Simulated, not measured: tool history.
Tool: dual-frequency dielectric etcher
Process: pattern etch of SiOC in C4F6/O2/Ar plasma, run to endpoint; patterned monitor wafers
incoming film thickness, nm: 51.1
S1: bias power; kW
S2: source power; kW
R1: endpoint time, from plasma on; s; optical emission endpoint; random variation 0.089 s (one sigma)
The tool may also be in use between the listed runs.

run	hour	S1	S2	R1
1	0.0	0.381	0.380	17.087
2	7.7	0.355	0.380	17.458
3	12.3	0.355	0.440	16.202
4	18.0	0.333	0.420	16.955
5	24.0	0.280	0.420	17.900
6	32.3	0.270	0.410	18.441
7	40.8	0.262	0.400	18.770
8	46.5	0.229	0.330	22.150
9	54.7	0.240	0.330	21.895
10	58.1	0.240	0.330	21.650

The next listed run, before its measurement:
11	63.8	0.247	0.330	?

Run 11 gave R1 21.485 s.

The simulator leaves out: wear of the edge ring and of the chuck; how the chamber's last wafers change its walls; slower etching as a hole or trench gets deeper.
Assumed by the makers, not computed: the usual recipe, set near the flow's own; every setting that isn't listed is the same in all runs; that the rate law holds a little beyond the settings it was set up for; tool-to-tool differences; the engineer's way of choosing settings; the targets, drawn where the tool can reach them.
